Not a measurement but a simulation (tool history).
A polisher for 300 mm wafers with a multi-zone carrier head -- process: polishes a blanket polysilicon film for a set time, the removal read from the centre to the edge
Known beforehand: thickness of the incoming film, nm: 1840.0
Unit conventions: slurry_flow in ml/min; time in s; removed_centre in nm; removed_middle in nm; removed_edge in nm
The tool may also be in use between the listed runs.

run 1 hour=0 | slurry_flow=315 centre_zone=1 middle_zone=1 edge_zone=1 time=36 | removed_centre=330.15 removed_middle=359.75 removed_edge=347.53
run 2 hour=8.5 | slurry_flow=315 centre_zone=1 middle_zone=1 edge_zone=1.04 time=36 | removed_centre=336.26 removed_middle=358.94 removed_edge=366.37
run 3 hour=14 | slurry_flow=265 centre_zone=1 middle_zone=1 edge_zone=1.04 time=36 | removed_centre=336.23 removed_middle=355.58 removed_edge=350.93
run 4 hour=18.4 | slurry_flow=265 centre_zone=1 middle_zone=1 edge_zone=1.01 time=36 | removed_centre=335.24 removed_middle=353.67 removed_edge=355.39
run 5 hour=24.1 | slurry_flow=195 centre_zone=1 middle_zone=1 edge_zone=1.01 time=36 | removed_centre=316.06 removed_middle=344.46 removed_edge=344.81
run 6 hour=28.6 | slurry_flow=220 centre_zone=1.05 middle_zone=0.99 edge_zone=0.98 time=30 | removed_centre=286.18 removed_middle=285.58 removed_edge=287.63
run 7 hour=30.8 | slurry_flow=230 centre_zone=1.12 middle_zone=0.96 edge_zone=0.88 time=20 | removed_centre=202.81 removed_middle=186.89 removed_edge=180.19
run 8 hour=34.1 | slurry_flow=230 centre_zone=1.14 middle_zone=0.98 edge_zone=0.92 time=20 | removed_centre=206.6 removed_middle=193.1 removed_edge=187.39

What does the tool deliver on the next run?
run 9 hour=41.7 | slurry_flow=230 centre_zone=1.16 middle_zone=0.98 edge_zone=0.93 time=21 | removed_centre=? removed_middle=? removed_edge=?

removed_centre: 218.24 nm
removed_middle: 200.66 nm
removed_edge: 198.6 nm
